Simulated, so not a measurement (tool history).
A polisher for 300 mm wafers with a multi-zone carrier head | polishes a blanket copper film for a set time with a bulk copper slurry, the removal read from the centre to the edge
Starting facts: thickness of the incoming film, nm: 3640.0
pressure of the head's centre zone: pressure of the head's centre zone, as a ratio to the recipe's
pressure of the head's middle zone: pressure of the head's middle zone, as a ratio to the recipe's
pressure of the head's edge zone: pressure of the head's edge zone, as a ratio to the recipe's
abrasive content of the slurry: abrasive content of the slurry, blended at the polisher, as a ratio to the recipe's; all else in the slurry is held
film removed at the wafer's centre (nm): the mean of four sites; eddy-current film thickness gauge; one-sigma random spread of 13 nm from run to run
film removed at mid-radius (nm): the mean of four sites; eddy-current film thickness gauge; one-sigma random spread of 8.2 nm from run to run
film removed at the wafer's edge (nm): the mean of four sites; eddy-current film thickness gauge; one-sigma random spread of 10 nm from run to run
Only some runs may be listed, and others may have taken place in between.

| run | hour | flow of slurry (ml/min) | pressure of the head's centre zone | pressure of the head's middle zone | pressure of the head's edge zone | abrasive content of the slurry | polishing time (s) | film removed at the wafer's centre (nm) | film removed at mid-radius (nm) | film removed at the wafer's edge (nm) |
|---|---|---|---|---|---|---|---|---|---|---|
| 1 | 0 | 245 | 1 | 1 | 1 | 1 | 66 | 1041.5 | 1040.8 | 1036.9 |
| 2 | 4.8 | 245 | 1 | 1 | 0.97 | 1 | 66 | 1032.1 | 1026.7 | 1016.7 |
| 3 | 7 | 245 | 1 | 1 | 0.97 | 1.15 | 66 | 1075.5 | 1068.7 | 1032.3 |
| 4 | 15.9 | 265 | 1.03 | 1.02 | 1.02 | 1.15 | 66 | 1108.3 | 1083 | 1073.7 |
| 5 | 24 | 265 | 1.03 | 1.02 | 1.07 | 1.15 | 66 | 1085 | 1098 | 1078 |
| 6 | 28.2 | 265 | 1.03 | 1.02 | 1.07 | 0.95 | 66 | 1083.5 | 1053.4 | 1061.7 |
| 7 | 28.8 | 280 | 1.06 | 1.05 | 1.1 | 1 | 66 | 1122.2 | 1088 | 1097.1 |
| 8 | 32.5 | 295 | 1.08 | 1.09 | 1.1 | 1.05 | 66 | 1134.2 | 1154.2 | 1112.9 |
| 9 | 39 | 305 | 1.11 | 1.1 | 1.11 | 1.05 | 66 | 1220.2 | 1165.9 | 1114.7 |

Expected results for the next run?
| 10 | 44.8 | 350 | 1.1 | 1.13 | 1.17 | 1.1 | 66 | ? | ? | ? |

film removed at the wafer's centre (nm): 1196.1
film removed at mid-radius (nm): 1218.8
film removed at the wafer's edge (nm): 1145.6

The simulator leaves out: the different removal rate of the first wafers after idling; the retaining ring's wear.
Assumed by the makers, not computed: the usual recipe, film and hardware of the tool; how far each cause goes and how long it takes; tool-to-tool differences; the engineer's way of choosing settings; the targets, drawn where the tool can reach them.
